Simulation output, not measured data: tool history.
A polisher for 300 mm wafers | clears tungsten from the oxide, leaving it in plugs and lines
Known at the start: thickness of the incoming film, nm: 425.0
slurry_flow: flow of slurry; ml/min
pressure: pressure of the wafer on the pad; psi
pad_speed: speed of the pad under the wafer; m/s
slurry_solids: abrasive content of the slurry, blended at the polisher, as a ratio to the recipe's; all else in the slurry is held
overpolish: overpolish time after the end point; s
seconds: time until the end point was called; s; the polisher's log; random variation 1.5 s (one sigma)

| run | hour | slurry_flow | pressure | pad_speed | slurry_solids | overpolish | seconds |
|---|---|---|---|---|---|---|---|
| 1 | 0.0 | 130 | 3.6 | 0.96 | 1.0 | 8 | 125.270 |
| 2 | 4.4 | 130 | 4.1 | 0.98 | 1.0 | 8 | 110.820 |
| 3 | 6.2 | 130 | 4.5 | 1.00 | 1.0 | 8 | 98.245 |
| 4 | 6.8 | 130 | 4.5 | 0.90 | 1.0 | 8 | 107.860 |
| 5 | 9.4 | 130 | 4.8 | 0.92 | 1.0 | 8 | 102.500 |
| 6 | 12.6 | 130 | 4.8 | 0.92 | 1.0 | 7 | 101.640 |
| 7 | 20.6 | 130 | 5.1 | 0.94 | 1.0 | 7 | 94.381 |

The next listed run, before its measurement:
| 8 | 25.7 | 130 | 5.3 | 0.96 | 1.0 | 7 | ? |

seconds: 92.409 s
